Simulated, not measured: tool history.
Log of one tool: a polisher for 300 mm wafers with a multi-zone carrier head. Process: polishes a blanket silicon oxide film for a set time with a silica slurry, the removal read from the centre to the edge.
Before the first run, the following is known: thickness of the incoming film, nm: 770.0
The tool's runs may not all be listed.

run,hour,flow of slurry (ml/min),pressure of the head's centre zone,pressure of the head's middle zone,pressure of the head's edge zone,abrasive content of the slurry,polishing time (s),film removed at the wafer's centre (angstrom),film removed at mid-radius (angstrom),film removed at the wafer's edge (angstrom)
1,0,315,1,1,1,1,60,2568.9,2644.1,2585.9
2,4.9,315,1,0.95,1,1,60,2575.4,2520.8,2612.4
3,12.4,320,0.99,0.99,1.02,1.05,60,2598.1,2669.5,2641.1
4,20.3,320,1.06,0.99,1.02,1.05,60,2829,2654.2,2669.2
5,22.9,320,1.06,0.99,1.02,1.15,60,2947.7,2741.5,2736.6
6,28.2,320,1.03,1.01,1.04,1.2,60,2916.6,2867.3,2868.8
7,33.9,325,1.01,1.04,1.05,1.25,60,2853.6,2987.3,2921.5
8,37.8,330,1,1.06,1.05,1.3,60,2904.4,3095.7,2964.5
9,44.1,330,1,1.06,1.05,1.3,60,2883.3,3084.7,2941.9
10,50.4,385,0.91,1.16,1.12,1.5,60,2796.9,3565.2,3214.8
11,58.2,390,0.91,1.18,1.11,1.5,61,2854.7,3685.3,3287.6
12,64.5,390,0.91,1.18,1.1,1.5,61,2859.8,3664.5,3293.2

Run 13 comes next. What will it give?
13,69.9,385,0.91,1.18,1.08,1.5,61,?,?,?

Run 13 measured film removed at the wafer's centre (angstrom) 2805.1, film removed at mid-radius (angstrom) 3640.3, film removed at the wafer's edge (angstrom) 3217.
